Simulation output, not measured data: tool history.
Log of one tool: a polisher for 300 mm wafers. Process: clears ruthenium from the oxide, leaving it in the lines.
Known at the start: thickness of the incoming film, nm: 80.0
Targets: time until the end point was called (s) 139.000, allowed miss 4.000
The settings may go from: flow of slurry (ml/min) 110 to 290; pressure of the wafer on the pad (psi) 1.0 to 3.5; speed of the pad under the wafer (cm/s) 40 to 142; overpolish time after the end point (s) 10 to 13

run  hour  flow of slurry (ml/min)  pressure of the wafer on the pad (psi)  speed of the pad under the wafer (cm/s)  overpolish time after the end point (s)  time until the end point was called (s)
  1   0.0                      185                                     2.2                                       90                                       13                                   81.806
  2   5.3                      185                                     2.2                                      100                                       13                                   74.632
  3  13.3                      180                                     1.8                                       98                                       13                                   93.430
  4  22.2                      160                                     1.8                                       98                                       13                                   94.138
  5  25.4                      160                                     2.2                                       98                                       13                                   77.583
  6  31.3                      155                                     1.8                                       98                                       13                                   93.415
  7  33.4                      155                                     1.5                                       98                                       13                                  111.110
  8  40.4                      155                                     1.4                                       98                                       13                                  119.680
  9  45.2                      155                                     1.4                                       98                                       13                                  119.410
 10  51.4                      155                                     1.3                                       98                                       13                                  126.990

5 next moves are on the table. One of them brings every result within its allowed miss. Which?
  A  57.6                      130                                     1.4                                      114                                       12                                        ?
  B  57.6                      135                                     1.1                                      120                                       10                                        ?
  C  57.6                      170                                     1.3                                       88                                       11                                        ?
  D  57.6                      110                                     1.5                                       98                                       13                                        ?
  E  57.6                      150                                     1.3                                      100                                       13                                        ?

move  time until the end point was called (s)
   A                                  109.610
   B                                  129.820
   C                                  140.100
   D                                  122.880
   E                                  128.070
A: further off than the last run
B: nearer than the last run, and not there yet
C: meets every target
D: further off than the last run
E: nearer than the last run, and not there yet
Answer: C
